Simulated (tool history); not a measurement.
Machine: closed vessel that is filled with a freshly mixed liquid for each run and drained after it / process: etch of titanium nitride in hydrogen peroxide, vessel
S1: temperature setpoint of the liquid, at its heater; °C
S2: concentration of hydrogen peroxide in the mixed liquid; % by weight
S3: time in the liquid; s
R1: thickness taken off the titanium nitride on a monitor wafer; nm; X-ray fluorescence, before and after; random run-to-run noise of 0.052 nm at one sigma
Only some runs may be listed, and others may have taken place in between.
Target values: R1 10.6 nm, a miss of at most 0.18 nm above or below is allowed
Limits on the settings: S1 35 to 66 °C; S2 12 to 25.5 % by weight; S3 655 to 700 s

{"run": 1, "hour": 0.0, "S1": 51, "S2": 17.5, "S3": 655, "R1": 24.592}
{"run": 2, "hour": 4.9, "S1": 48, "S2": 17.5, "S3": 655, "R1": 19.655}
{"run": 3, "hour": 10.2, "S1": 48, "S2": 17.5, "S3": 655, "R1": 19.77}
{"run": 4, "hour": 14.1, "S1": 45.5, "S2": 17.5, "S3": 655, "R1": 16.421}
{"run": 5, "hour": 22.0, "S1": 44, "S2": 17.5, "S3": 655, "R1": 14.602}
{"run": 6, "hour": 24.3, "S1": 44, "S2": 17.5, "S3": 700, "R1": 15.539}
{"run": 7, "hour": 25.7, "S1": 37.5, "S2": 17.5, "S3": 700, "R1": 9.5475}
{"run": 8, "hour": 28.7, "S1": 38, "S2": 17.5, "S3": 700, "R1": 9.8766}
{"run": 9, "hour": 36.9, "S1": 38.5, "S2": 17.5, "S3": 700, "R1": 10.325}

5 next moves are on the table. One of them brings every result within its allowed miss. Which?
{"run": "A", "hour": 45.1, "S1": 39.5, "S2": 17.5, "S3": 700, "R1": "?"}
{"run": "B", "hour": 45.1, "S1": 38, "S2": 19, "S3": 700, "R1": "?"}
{"run": "C", "hour": 45.1, "S1": 38.5, "S2": 17, "S3": 700, "R1": "?"}
{"run": "D", "hour": 45.1, "S1": 38, "S2": 18, "S3": 700, "R1": "?"}
{"run": "E", "hour": 45.1, "S1": 40, "S2": 15.5, "S3": 655, "R1": "?"}

move=A R1=11.05
move=B R1=10.011
move=C R1=10.164
move=D R1=9.8961
move=E R1=10.474
A: moves the result that the last run missed by most past its target, out the other side
B: the biggest miss grows against the last run
C: the biggest miss grows against the last run
D: the biggest miss grows against the last run
E: each result inside its tolerance
The move that meets every target is E.
